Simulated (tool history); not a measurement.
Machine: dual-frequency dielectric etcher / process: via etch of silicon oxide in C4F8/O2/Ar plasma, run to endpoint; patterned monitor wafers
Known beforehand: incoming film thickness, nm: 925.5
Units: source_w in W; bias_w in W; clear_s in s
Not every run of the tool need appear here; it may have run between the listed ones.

run,hour,source_w,bias_w,clear_s
1,0.0,2580,1903,166.96
2,7.1,2400,1873,172.41
3,8.0,2720,1873,162.87
4,14.2,2720,1675,170.28
5,17.9,2580,1657,172.28
6,24.0,2440,1631,177.85
7,29.6,2440,1631,177.28
8,33.4,2350,1616,179.12

The next listed run, before its measurement:
9,38.2,2270,1600,?

{"run 9": {"clear_s": 183.74}}
